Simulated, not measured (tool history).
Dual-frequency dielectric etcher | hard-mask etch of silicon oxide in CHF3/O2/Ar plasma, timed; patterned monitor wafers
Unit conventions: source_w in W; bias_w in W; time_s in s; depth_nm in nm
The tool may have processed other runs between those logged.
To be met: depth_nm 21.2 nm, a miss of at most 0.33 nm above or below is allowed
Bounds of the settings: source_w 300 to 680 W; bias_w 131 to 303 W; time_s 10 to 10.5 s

{"run": 1, "hour": 0.0, "source_w": 490, "bias_w": 217, "time_s": 10.5, "depth_nm": 19.706}
{"run": 2, "hour": 8.1, "source_w": 500, "bias_w": 218, "time_s": 10.5, "depth_nm": 19.841}
{"run": 3, "hour": 16.3, "source_w": 440, "bias_w": 218, "time_s": 10.5, "depth_nm": 19.036}
{"run": 4, "hour": 22.7, "source_w": 440, "bias_w": 188, "time_s": 10.5, "depth_nm": 18.544}
{"run": 5, "hour": 25.2, "source_w": 440, "bias_w": 188, "time_s": 10.5, "depth_nm": 18.632}
{"run": 6, "hour": 27.2, "source_w": 440, "bias_w": 157, "time_s": 10.5, "depth_nm": 17.965}
{"run": 7, "hour": 30.1, "source_w": 480, "bias_w": 162, "time_s": 10.5, "depth_nm": 18.627}
{"run": 8, "hour": 34.7, "source_w": 510, "bias_w": 165, "time_s": 10.5, "depth_nm": 19.019}
{"run": 9, "hour": 40.3, "source_w": 530, "bias_w": 167, "time_s": 10.5, "depth_nm": 19.242}
{"run": 10, "hour": 40.9, "source_w": 550, "bias_w": 170, "time_s": 10.5, "depth_nm": 19.632}
{"run": 11, "hour": 43.6, "source_w": 550, "bias_w": 170, "time_s": 10.5, "depth_nm": 19.536}
{"run": 12, "hour": 48.2, "source_w": 570, "bias_w": 172, "time_s": 10.5, "depth_nm": 19.81}
{"run": 13, "hour": 55.4, "source_w": 590, "bias_w": 174, "time_s": 10.5, "depth_nm": 20.007}
{"run": 14, "hour": 60.1, "source_w": 600, "bias_w": 176, "time_s": 10.5, "depth_nm": 20.242}
{"run": 15, "hour": 62.0, "source_w": 610, "bias_w": 177, "time_s": 10.5, "depth_nm": 20.337}
{"run": 16, "hour": 64.6, "source_w": 620, "bias_w": 178, "time_s": 10.5, "depth_nm": 20.466}
{"run": 17, "hour": 69.1, "source_w": 630, "bias_w": 179, "time_s": 10.5, "depth_nm": 20.515}
{"run": 18, "hour": 72.6, "source_w": 640, "bias_w": 181, "time_s": 10.5, "depth_nm": 20.835}

Of the 5 settings listed for the next run, only one would bring every result within its allowed miss of target. Which one?
{"run": "A", "hour": 76.1, "source_w": 630, "bias_w": 170, "time_s": 10.5, "depth_nm": "?"}
{"run": "B", "hour": 76.1, "source_w": 670, "bias_w": 187, "time_s": 10.5, "depth_nm": "?"}
{"run": "C", "hour": 76.1, "source_w": 580, "bias_w": 190, "time_s": 10.5, "depth_nm": "?"}
{"run": "D", "hour": 76.1, "source_w": 580, "bias_w": 187, "time_s": 10.5, "depth_nm": "?"}
{"run": "E", "hour": 76.1, "source_w": 660, "bias_w": 197, "time_s": 10, "depth_nm": "?"}

move=A depth_nm=20.445
move=B depth_nm=21.19
move=C depth_nm=20.278
move=D depth_nm=20.222
move=E depth_nm=20.262
A: misses by more than the last run did
B: all results in spec
C: misses by more than the last run did
D: misses by more than the last run did
E: misses by more than the last run did
The move that meets every target is B.
